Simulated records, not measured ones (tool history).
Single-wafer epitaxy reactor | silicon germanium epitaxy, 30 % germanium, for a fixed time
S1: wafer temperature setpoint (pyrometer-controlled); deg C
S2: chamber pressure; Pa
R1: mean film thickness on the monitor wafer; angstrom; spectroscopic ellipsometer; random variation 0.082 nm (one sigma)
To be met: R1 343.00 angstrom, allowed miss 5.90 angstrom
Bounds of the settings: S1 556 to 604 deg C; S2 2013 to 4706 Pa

run	hour	S1	S2	R1
1	0.0	580	3360	537.33
2	5.0	580	3893	555.53
3	7.1	580	4106	565.78
4	8.1	573	3960	481.56
5	17.0	569	3946	439.82
6	25.1	563	3946	386.53
7	32.8	562	3946	377.79
8	36.3	561	3946	367.98
9	38.4	560	3946	358.71
10	42.3	559	3946	352.66

4 next moves are on the table. One of them brings every result within its allowed miss. Which?
A	46.2	556	4026	?
B	46.2	557	3640	?
C	46.2	556	4613	?
D	46.2	556	3960	?

move	R1
A	329.53
B	328.03
C	342.43
D	328.02
A: takes the result that was furthest off past its target
B: takes the result that was furthest off past its target
C: meets every target
D: takes the result that was furthest off past its target
The right move is C.
